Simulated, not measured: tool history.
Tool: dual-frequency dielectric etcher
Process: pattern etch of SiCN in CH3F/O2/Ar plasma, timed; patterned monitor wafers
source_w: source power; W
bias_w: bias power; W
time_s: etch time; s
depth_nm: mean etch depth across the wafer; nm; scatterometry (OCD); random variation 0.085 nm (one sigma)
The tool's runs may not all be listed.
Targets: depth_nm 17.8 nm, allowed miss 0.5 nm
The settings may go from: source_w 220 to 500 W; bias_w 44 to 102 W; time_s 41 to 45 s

run	hour	source_w	bias_w	time_s	depth_nm
1	0	360	73	45	15.757
2	7.1	360	61	45	14.519
3	9.5	410	61	45	15.269
4	17.1	410	61	41	13.852
5	20.3	410	61	45	15.278
6	24	410	61	41	13.899
7	26.4	420	68	41.5	14.966
8	29.7	490	82	43	17.097

4 next moves are on the table. One of them brings every result within its allowed miss. Which?
A	33	470	85	42	?
B	33	450	88	41	?
C	33	500	91	42.5	?
D	33	500	78	42.5	?

move	depth_nm
A	16.928
B	16.505
C	17.936
D	16.935
A: further off than the last run
B: further off than the last run
C: meets every target
D: further off than the last run
Answer: C

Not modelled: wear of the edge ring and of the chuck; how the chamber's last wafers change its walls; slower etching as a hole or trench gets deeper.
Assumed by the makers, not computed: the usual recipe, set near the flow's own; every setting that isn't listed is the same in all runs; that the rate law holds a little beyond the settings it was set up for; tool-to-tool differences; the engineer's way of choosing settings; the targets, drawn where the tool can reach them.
